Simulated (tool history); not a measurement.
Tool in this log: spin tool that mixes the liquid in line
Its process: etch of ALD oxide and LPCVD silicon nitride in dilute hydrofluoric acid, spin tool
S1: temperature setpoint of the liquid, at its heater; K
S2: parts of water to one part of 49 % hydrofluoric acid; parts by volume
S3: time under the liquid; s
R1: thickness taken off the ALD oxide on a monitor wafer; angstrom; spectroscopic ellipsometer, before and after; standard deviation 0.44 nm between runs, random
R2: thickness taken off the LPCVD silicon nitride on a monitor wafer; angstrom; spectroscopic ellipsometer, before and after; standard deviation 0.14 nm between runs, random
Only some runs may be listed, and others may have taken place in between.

Run 1, hour 0.0: S1 296.15 K, S2 235 parts by volume, S3 180 s. Result: R1 111.91 angstrom, R2 3.3714 angstrom.
Run 2, hour 3.8: S1 297.65 K, S2 195 parts by volume, S3 190 s. Result: R1 155.23 angstrom, R2 4.9230 angstrom.
Run 3, hour 6.6: S1 297.65 K, S2 240 parts by volume, S3 190 s. Result: R1 121.16 angstrom, R2 3.9291 angstrom.
Run 4, hour 10.3: S1 298.65 K, S2 200 parts by volume, S3 200 s. Result: R1 164.01 angstrom, R2 5.0450 angstrom.
Run 5, hour 13.2: S1 301.65 K, S2 200 parts by volume, S3 200 s. Result: R1 185.31 angstrom, R2 7.0760 angstrom.
Run 6, hour 19.8: S1 301.65 K, S2 200 parts by volume, S3 250 s. Result: R1 227.93 angstrom, R2 8.8689 angstrom.
Run 7, hour 25.0: S1 301.65 K, S2 170 parts by volume, S3 250 s. Result: R1 277.44 angstrom, R2 9.3370 angstrom.

Expected results for the next run?
Run 8, hour 29.0: S1 302.15 K, S2 150 parts by volume, S3 250 s. Result: R1 ?, R2 ?.

Run 8 came out at R1 324.13 angstrom, R2 10.1630 angstrom.
